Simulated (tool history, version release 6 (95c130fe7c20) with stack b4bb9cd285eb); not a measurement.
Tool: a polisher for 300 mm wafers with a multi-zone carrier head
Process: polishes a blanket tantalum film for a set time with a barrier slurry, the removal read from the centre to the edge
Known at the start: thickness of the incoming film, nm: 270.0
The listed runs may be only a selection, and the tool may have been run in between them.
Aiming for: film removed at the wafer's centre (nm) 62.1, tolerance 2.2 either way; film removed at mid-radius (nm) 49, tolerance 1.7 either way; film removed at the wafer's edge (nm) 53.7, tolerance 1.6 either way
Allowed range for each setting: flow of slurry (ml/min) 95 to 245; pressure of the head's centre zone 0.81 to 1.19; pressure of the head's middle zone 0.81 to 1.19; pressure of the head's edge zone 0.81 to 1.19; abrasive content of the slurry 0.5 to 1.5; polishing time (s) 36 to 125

run  hour  flow of slurry (ml/min)  pressure of the head's centre zone  pressure of the head's middle zone  pressure of the head's edge zone  abrasive content of the slurry  polishing time (s)  film removed at the wafer's centre (nm)  film removed at mid-radius (nm)  film removed at the wafer's edge (nm)
  1     0                      155                                   1                                   1                                 1                               1                  80                                   98.563                           90.971                                 91.171
  2   2.3                      145                                   1                                0.95                              0.96                            0.85                  72                                   82.861                           73.073                                 74.694
  3   5.2                      135                                   1                                0.91                              0.93                            0.75                  69                                   77.485                           65.028                                 66.492
  4     7                      125                                0.99                                0.88                              0.93                            0.65                  67                                   69.342                           57.963                                 61.489
  5   8.9                      125                                0.99                                0.88                              0.88                            0.65                  67                                   69.488                           58.228                                  59.36
  6  12.8                      115                                0.99                                0.86                              0.88                             0.6                  67                                   66.194                           53.665                                 58.815
  7  19.1                      120                                   1                                0.85                              0.82                             0.5                  63                                   58.954                           48.149                                 49.307
  8  20.5                      125                                   1                                0.84                              0.85                             0.5                  63                                   59.494                           47.955                                 50.943
  9  21.9                      125                                1.01                                0.84                              0.87                             0.5                  63                                   59.452                           47.225                                 51.758

Which of these 4 next moves meets every target?
  A  23.3                      110                                1.11                                0.87                              1.08                             0.9                  54                                        ?                                ?                                      ?
  B  23.3                       95                                1.02                                0.84                              0.83                            0.75                  62                                        ?                                ?                                      ?
  C  23.3                      100                                1.09                                0.81                              0.98                            0.65                  59                                        ?                                ?                                      ?
  D  23.3                      150                                1.06                                0.83                              0.92                            0.55                  60                                        ?                                ?                                      ?

move  film removed at the wafer's centre (nm)  film removed at mid-radius (nm)  film removed at the wafer's edge (nm)
   A                                   66.404                           48.454                                 57.389
   B                                   62.859                           48.916                                 53.511
   C                                   62.475                           44.018                                 53.269
   D                                   66.328                           48.272                                 53.719
A: carries the result that was furthest off beyond its target, to the other side
B: all results in spec
C: the worst result of the last run now meets its target, but another is out of spec
D: the worst result of the last run now meets its target, but another is out of spec
Move B is the one to make.

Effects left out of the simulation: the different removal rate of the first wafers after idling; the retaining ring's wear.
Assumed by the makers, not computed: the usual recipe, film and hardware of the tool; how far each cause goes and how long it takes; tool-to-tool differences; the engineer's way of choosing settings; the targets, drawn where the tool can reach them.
